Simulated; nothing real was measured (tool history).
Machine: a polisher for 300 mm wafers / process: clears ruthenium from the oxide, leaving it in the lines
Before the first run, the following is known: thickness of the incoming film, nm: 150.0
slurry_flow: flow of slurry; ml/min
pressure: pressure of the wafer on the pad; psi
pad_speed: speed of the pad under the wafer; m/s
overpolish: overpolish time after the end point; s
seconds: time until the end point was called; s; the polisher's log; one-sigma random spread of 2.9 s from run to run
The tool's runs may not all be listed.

run 1 day=0 | slurry_flow=230 pressure=2.1 pad_speed=1.3 overpolish=40 | seconds=113.77
run 2 day=0.279 | slurry_flow=230 pressure=2.1 pad_speed=1.3 overpolish=43 | seconds=114.17
run 3 day=0.621 | slurry_flow=230 pressure=1.9 pad_speed=1.28 overpolish=43 | seconds=130.27
run 4 day=0.892 | slurry_flow=230 pressure=1.9 pad_speed=1.28 overpolish=43 | seconds=131.07
run 5 day=1.188 | slurry_flow=230 pressure=1.8 pad_speed=1.28 overpolish=43 | seconds=136.93
run 6 day=1.304 | slurry_flow=230 pressure=1.8 pad_speed=1.28 overpolish=43 | seconds=133.99

Forecast run 7:
run 7 day=1.333 | slurry_flow=230 pressure=1.7 pad_speed=1.26 overpolish=43 | seconds=?

Run 7 gave seconds 145.99 s.

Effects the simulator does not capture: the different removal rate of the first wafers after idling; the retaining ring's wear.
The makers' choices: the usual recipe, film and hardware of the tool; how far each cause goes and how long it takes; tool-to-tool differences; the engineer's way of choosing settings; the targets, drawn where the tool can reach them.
